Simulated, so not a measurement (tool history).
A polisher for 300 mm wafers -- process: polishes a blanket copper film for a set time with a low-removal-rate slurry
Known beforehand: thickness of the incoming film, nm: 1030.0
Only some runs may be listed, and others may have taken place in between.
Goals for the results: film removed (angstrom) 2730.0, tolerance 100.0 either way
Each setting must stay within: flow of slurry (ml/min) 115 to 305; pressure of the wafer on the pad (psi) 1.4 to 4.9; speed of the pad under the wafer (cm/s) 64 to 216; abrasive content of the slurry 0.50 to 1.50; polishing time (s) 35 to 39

run	hour	flow of slurry (ml/min)	pressure of the wafer on the pad (psi)	speed of the pad under the wafer (cm/s)	abrasive content of the slurry	polishing time (s)	film removed (angstrom)
1	0.0	195	3.1	140	1.00	39	1761.6
2	3.3	195	3.6	140	1.00	39	2057.0
3	4.4	195	4.2	140	1.00	39	2349.1
4	6.9	215	4.2	140	1.00	39	2387.5
5	8.4	215	4.3	140	1.00	39	2453.6
6	16.8	215	4.4	140	1.00	39	2500.9
7	24.5	215	4.5	140	1.00	39	2560.1
8	31.5	215	4.6	140	1.00	39	2637.1

Which single option among these 5 for the next run brings every result within its allowed miss of target? Just one does.
A	38.5	145	4.5	152	1.20	35	?
B	38.5	205	4.3	138	1.05	38	?
C	38.5	185	4.8	140	1.00	39	?
D	38.5	145	4.9	128	1.15	39	?
E	38.5	220	4.9	126	0.95	39	?

move	film removed (angstrom)
A	2484.0
B	2375.0
C	2693.3
D	2538.3
E	2507.1
A: lands further from the targets than the last run did
B: lands further from the targets than the last run did
C: all results in spec
D: lands further from the targets than the last run did
E: lands further from the targets than the last run did
Answer: C

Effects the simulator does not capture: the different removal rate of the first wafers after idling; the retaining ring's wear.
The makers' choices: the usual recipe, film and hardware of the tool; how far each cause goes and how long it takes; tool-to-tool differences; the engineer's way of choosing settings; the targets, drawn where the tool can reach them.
